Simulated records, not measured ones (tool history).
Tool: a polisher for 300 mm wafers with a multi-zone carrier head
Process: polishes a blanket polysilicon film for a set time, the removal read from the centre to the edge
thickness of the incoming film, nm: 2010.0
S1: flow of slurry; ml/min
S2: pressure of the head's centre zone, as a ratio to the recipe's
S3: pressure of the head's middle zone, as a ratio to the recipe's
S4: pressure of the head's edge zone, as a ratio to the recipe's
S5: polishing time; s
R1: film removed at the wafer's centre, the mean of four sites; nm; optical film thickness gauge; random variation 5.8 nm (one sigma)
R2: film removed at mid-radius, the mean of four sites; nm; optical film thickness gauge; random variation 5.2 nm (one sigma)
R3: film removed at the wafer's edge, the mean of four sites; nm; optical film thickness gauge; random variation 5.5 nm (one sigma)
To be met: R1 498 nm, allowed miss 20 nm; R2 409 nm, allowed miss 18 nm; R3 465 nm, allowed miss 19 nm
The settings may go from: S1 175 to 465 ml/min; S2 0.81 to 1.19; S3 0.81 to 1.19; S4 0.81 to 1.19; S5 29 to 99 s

run  hour   S1    S2    S3    S4  S5      R1      R2      R3
  1     0  295     1     1     1  64  514.98  497.79   521.4
  2     8  295  1.01  0.98  0.99  63  517.03  487.59  511.18
  3  12.1  295  1.08  0.98  0.99  63  532.27  499.43  509.06
  4  20.8  295  1.08  0.96  0.98  62   542.4  473.88  493.37
  5    24  295  1.07  0.95  0.98  62  533.51  467.07  488.48
  6  28.7  290  1.06  0.94  0.98  62  531.36  458.88  479.09
  7  36.1  265     1  0.84  1.02  61  489.57  417.76  489.21
  8  39.6  265     1  0.84  1.01  61  484.47  413.42     491

Which of these 5 next moves meets every target?
  A  43.1  240  0.97  0.84  1.05  62   ?   ?   ?
  B  43.1  285  1.04  0.85  0.95  59   ?   ?   ?
  C  43.1  320  1.05  0.81     1  62   ?   ?   ?
  D  43.1  260   1.1  0.81  1.08  64   ?   ?   ?
  E  43.1  295  1.19  0.85  0.96  59   ?   ?   ?

move      R1      R2      R3
   A   465.7   413.3  502.66
   B  484.05  409.61  466.18
   C  522.47  421.12  508.92
   D  538.72  420.27  532.29
   E   541.3  411.62   470.4
A: further off than the last run
B: meets every target
C: further off than the last run
D: further off than the last run
E: brings the result that was furthest off to its target, and leaves another outside
Move B is the one to make.
